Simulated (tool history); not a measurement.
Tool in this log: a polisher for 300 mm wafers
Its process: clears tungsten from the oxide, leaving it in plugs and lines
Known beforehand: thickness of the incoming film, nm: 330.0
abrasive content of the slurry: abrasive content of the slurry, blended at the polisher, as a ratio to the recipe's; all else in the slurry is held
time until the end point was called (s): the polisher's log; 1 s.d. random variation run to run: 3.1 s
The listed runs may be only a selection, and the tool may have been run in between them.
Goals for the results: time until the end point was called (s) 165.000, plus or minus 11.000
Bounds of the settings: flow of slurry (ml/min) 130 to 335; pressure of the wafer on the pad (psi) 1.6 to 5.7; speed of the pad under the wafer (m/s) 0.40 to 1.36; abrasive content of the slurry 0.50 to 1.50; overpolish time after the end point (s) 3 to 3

| run | hour | flow of slurry (ml/min) | pressure of the wafer on the pad (psi) | speed of the pad under the wafer (m/s) | abrasive content of the slurry | overpolish time after the end point (s) | time until the end point was called (s) |
|---|---|---|---|---|---|---|---|
| 1 | 0.0 | 215 | 3.6 | 0.88 | 1.00 | 3 | 80.771 |
| 2 | 2.0 | 215 | 3.6 | 0.88 | 0.85 | 3 | 79.923 |
| 3 | 7.1 | 215 | 3.1 | 0.82 | 0.85 | 3 | 99.599 |
| 4 | 8.0 | 215 | 3.1 | 0.70 | 0.85 | 3 | 121.680 |
| 5 | 11.9 | 265 | 3.1 | 0.70 | 0.85 | 3 | 117.910 |
| 6 | 12.8 | 265 | 3.1 | 0.70 | 0.85 | 3 | 115.390 |
|  | 15.1 | head pressure recalibrated |
| 7 | 15.1 | 265 | 2.8 | 0.70 | 0.85 | 3 | 116.700 |
| 8 | 19.6 | 265 | 2.8 | 0.70 | 0.85 | 3 | 122.480 |
| 9 | 21.2 | 265 | 2.5 | 0.68 | 0.85 | 3 | 133.930 |
| 10 | 29.2 | 265 | 1.7 | 0.64 | 0.85 | 3 | 197.200 |
| 11 | 32.2 | 270 | 1.8 | 0.64 | 0.85 | 3 | 181.200 |
| 12 | 36.2 | 275 | 1.9 | 0.64 | 0.85 | 3 | 177.770 |
| 13 | 36.9 | 275 | 2.2 | 0.66 | 0.85 | 3 | 148.300 |

Exactly one of the 5 candidate moves below puts every result within its allowed miss. Which one?
| A | 37.6 | 325 | 2.7 | 0.54 | 0.75 | 3 | ? |
| B | 37.6 | 300 | 2.3 | 0.82 | 0.80 | 3 | ? |
| C | 37.6 | 220 | 2.6 | 0.78 | 0.70 | 3 | ? |
| D | 37.6 | 275 | 2.6 | 0.70 | 0.90 | 3 | ? |
| E | 37.6 | 275 | 2.2 | 0.78 | 0.75 | 3 | ? |

| move | time until the end point was called (s) |
|---|---|
| A | 160.640 |
| B | 120.420 |
| C | 123.520 |
| D | 123.530 |
| E | 134.670 |
A: meets every target
B: moves away from the targets compared with the last run
C: moves away from the targets compared with the last run
D: moves away from the targets compared with the last run
E: moves away from the targets compared with the last run
The move that meets every target is A.

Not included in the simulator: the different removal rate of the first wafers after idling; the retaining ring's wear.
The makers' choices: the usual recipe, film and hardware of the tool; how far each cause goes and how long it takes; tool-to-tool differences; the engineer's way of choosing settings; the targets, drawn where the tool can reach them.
